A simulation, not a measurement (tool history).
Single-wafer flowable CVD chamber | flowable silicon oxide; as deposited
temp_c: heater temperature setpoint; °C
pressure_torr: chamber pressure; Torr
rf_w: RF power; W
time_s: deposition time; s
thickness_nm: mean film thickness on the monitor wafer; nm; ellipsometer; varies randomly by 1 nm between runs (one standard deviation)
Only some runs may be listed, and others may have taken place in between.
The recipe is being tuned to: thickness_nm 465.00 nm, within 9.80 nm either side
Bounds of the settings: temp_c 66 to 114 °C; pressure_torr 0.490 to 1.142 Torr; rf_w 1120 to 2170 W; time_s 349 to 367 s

| run | hour | temp_c | pressure_torr | rf_w | time_s | thickness_nm |
|---|---|---|---|---|---|---|
| 1 | 0.0 | 90 | 0.816 | 1645 | 367 | 347.68 |
| 2 | 5.6 | 90 | 0.880 | 1645 | 367 | 371.98 |
| 3 | 7.6 | 90 | 0.880 | 1645 | 367 | 372.99 |
| 4 | 8.9 | 90 | 0.810 | 1645 | 367 | 342.94 |
| 5 | 10.9 | 90 | 0.810 | 1815 | 367 | 353.73 |
| 6 | 12.3 | 90 | 0.810 | 1815 | 367 | 353.11 |
| 7 | 17.7 | 89 | 0.810 | 1815 | 367 | 364.61 |
| 8 | 22.7 | 88 | 0.810 | 1815 | 367 | 376.20 |
| 9 | 29.2 | 87 | 0.810 | 1815 | 367 | 386.67 |
| 10 | 34.5 | 86 | 0.810 | 1815 | 367 | 401.87 |
| 11 | 41.8 | 85 | 0.810 | 1815 | 367 | 414.09 |
| 12 | 44.1 | 83 | 0.810 | 1815 | 367 | 442.95 |

Which single option among these 4 for the next run brings every result within its allowed miss of target? Just one does.
| A | 46.4 | 74 | 0.632 | 2020 | 367 | ? |
| B | 46.4 | 78 | 0.721 | 1510 | 361 | ? |
| C | 46.4 | 84 | 0.909 | 1810 | 367 | ? |
| D | 46.4 | 85 | 0.846 | 1845 | 367 | ? |

| move | thickness_nm |
|---|---|
| A | 463.71 |
| B | 435.72 |
| C | 480.51 |
| D | 436.49 |
A: in spec on every target
B: further off than the last run
C: pushes the last run's worst result past its target
D: further off than the last run
A is the move that brings every result within its allowed miss.

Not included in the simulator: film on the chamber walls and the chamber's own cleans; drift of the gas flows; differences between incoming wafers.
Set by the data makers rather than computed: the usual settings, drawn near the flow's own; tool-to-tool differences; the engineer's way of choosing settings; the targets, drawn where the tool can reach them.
